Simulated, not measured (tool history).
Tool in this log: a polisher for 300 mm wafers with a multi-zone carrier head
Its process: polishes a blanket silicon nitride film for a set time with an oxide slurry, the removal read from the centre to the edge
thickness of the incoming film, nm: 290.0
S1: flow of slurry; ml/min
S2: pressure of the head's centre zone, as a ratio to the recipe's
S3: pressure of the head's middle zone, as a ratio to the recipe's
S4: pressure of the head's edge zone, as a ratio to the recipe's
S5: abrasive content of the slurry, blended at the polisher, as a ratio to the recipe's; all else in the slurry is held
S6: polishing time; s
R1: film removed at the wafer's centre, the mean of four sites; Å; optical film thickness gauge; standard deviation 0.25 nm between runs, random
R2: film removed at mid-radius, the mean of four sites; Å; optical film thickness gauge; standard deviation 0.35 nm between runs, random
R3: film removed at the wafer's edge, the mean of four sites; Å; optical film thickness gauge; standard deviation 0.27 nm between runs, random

{"run": 1, "hour": 0.0, "S1": 180, "S2": 1, "S3": 1, "S4": 1, "S5": 1, "S6": 63, "R1": 470.45, "R2": 471.05, "R3": 465.6}
{"run": 2, "hour": 1.7, "S1": 180, "S2": 1, "S3": 1, "S4": 1, "S5": 1, "S6": 57, "R1": 425.16, "R2": 429.58, "R3": 428.88}
{"run": 3, "hour": 3.3, "S1": 180, "S2": 1, "S3": 1, "S4": 1, "S5": 1, "S6": 46, "R1": 348.45, "R2": 350.7, "R3": 342.49}
{"run": 4, "hour": 5.3, "S1": 180, "S2": 1, "S3": 1.08, "S4": 1, "S5": 1, "S6": 46, "R1": 346.01, "R2": 368.9, "R3": 341.6}
{"run": 5, "hour": 7.8, "S1": 180, "S2": 1, "S3": 1.11, "S4": 1, "S5": 1, "S6": 46, "R1": 349.43, "R2": 374.44, "R3": 344.47}
{"run": 6, "hour": 8.8, "S1": 175, "S2": 0.99, "S3": 1.09, "S4": 1, "S5": 1, "S6": 46, "R1": 338.55, "R2": 373.23, "R3": 346.01}
{"run": 7, "hour": 15.3, "S1": 170, "S2": 0.98, "S3": 1.07, "S4": 1, "S5": 1, "S6": 46, "R1": 336.92, "R2": 352.2, "R3": 349.19}
{"run": 8, "hour": 17.8, "S1": 170, "S2": 0.98, "S3": 1.07, "S4": 1, "S5": 1, "S6": 46, "R1": 336.62, "R2": 364.2, "R3": 339.6}

What will run 9 give?
{"run": 9, "hour": 23.5, "S1": 165, "S2": 0.97, "S3": 1.05, "S4": 1, "S5": 1, "S6": 46, "R1": "?", "R2": "?", "R3": "?"}

Run 9 gave R1 332.58 Å, R2 354.8 Å, R3 342.18 Å.

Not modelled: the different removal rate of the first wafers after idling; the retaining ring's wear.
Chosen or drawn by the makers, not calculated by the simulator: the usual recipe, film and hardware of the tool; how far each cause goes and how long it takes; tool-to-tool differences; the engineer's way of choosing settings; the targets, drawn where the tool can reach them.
